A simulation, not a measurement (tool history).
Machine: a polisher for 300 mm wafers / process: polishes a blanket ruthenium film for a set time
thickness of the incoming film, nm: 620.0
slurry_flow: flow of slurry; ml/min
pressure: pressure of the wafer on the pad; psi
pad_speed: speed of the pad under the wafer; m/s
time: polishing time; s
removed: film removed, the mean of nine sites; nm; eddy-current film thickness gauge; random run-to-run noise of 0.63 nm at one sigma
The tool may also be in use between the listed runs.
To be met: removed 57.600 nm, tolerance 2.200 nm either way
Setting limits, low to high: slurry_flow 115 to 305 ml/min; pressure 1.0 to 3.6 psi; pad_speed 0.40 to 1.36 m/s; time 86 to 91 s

run 1 hour=0.0 | slurry_flow=195 pressure=2.3 pad_speed=0.88 time=86 | removed=82.017
run 2 hour=4.3 | slurry_flow=195 pressure=2.3 pad_speed=0.96 time=86 | removed=91.194
run 3 hour=9.7 | slurry_flow=195 pressure=2.1 pad_speed=0.96 time=86 | removed=80.273
run 4 hour=17.0 | slurry_flow=195 pressure=2.0 pad_speed=0.96 time=86 | removed=78.997
run 5 hour=22.0 | slurry_flow=170 pressure=2.0 pad_speed=0.96 time=86 | removed=79.197
run 6 hour=22.9 | slurry_flow=220 pressure=2.0 pad_speed=0.96 time=86 | removed=79.248
run 7 hour=26.7 | slurry_flow=220 pressure=1.9 pad_speed=0.96 time=86 | removed=75.212
run 8 hour=29.8 | slurry_flow=220 pressure=1.8 pad_speed=0.96 time=86 | removed=72.048
run 9 hour=33.5 | slurry_flow=220 pressure=1.7 pad_speed=0.96 time=86 | removed=69.390
run 10 hour=40.1 | slurry_flow=220 pressure=1.6 pad_speed=0.96 time=86 | removed=63.762
run 11 hour=47.3 | slurry_flow=220 pressure=1.5 pad_speed=0.96 time=86 | removed=61.654
run 12 hour=55.6 | slurry_flow=220 pressure=1.5 pad_speed=0.96 time=86 | removed=60.455

Exercise: of the 4 proposed moves below, exactly one satisfies all targets within the stated allowed misses. Which move is it?
run A hour=63.9 | slurry_flow=250 pressure=1.5 pad_speed=0.90 time=86 | removed=?
run B hour=63.9 | slurry_flow=195 pressure=1.2 pad_speed=1.00 time=91 | removed=?
run C hour=63.9 | slurry_flow=270 pressure=1.4 pad_speed=1.00 time=91 | removed=?
run D hour=63.9 | slurry_flow=255 pressure=1.4 pad_speed=0.86 time=86 | removed=?

move=A removed=57.830
move=B removed=53.420
move=C removed=63.940
move=D removed=51.912
A: in spec on every target
B: moves the result that the last run missed by most past its target, out the other side
C: lands further from the targets than the last run did
D: moves the result that the last run missed by most past its target, out the other side
The move that meets every target is A.

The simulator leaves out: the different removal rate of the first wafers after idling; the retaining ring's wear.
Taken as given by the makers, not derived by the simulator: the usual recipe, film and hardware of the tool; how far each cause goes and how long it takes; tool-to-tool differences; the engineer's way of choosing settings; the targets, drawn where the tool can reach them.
